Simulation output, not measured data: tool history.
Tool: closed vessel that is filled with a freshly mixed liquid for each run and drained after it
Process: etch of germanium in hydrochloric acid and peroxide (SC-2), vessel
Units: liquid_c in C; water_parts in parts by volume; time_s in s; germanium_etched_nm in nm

run	hour	liquid_c	water_parts	time_s	germanium_etched_nm
1	0.0	54.0	10	100	383.96
2	9.2	57.0	10	100	422.45
3	16.6	59.0	10	100	447.38
4	19.6	60.5	10	100	467.70
5	21.3	60.5	11	100	458.14
6	29.2	60.5	8	100	474.27
7	32.1	61.5	8	100	493.59
8	41.0	62.0	8	100	498.02

The next listed run, before its measurement:
9	42.2	62.5	8	100	?

{"run 9": {"germanium_etched_nm": 507.01}}
